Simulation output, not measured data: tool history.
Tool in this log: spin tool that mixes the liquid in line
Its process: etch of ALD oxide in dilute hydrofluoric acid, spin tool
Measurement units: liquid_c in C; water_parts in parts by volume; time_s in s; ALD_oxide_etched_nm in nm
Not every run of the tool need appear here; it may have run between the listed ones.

run	day	liquid_c	water_parts	time_s	ALD_oxide_etched_nm
1	0.000	26.0	130	115	14.824
2	0.071	23.0	130	115	13.245
3	0.158	25.0	130	115	14.264
4	0.200	25.0	130	115	14.267
5	0.238	25.0	130	120	14.953
6	0.575	25.0	130	120	14.981
7	0.942	27.0	130	120	16.063
8	1.288	28.5	130	120	17.018

Run 9 comes next. What will it give?
9	1.642	29.5	130	120	?

{"run 9": {"ALD_oxide_etched_nm": 17.643}}

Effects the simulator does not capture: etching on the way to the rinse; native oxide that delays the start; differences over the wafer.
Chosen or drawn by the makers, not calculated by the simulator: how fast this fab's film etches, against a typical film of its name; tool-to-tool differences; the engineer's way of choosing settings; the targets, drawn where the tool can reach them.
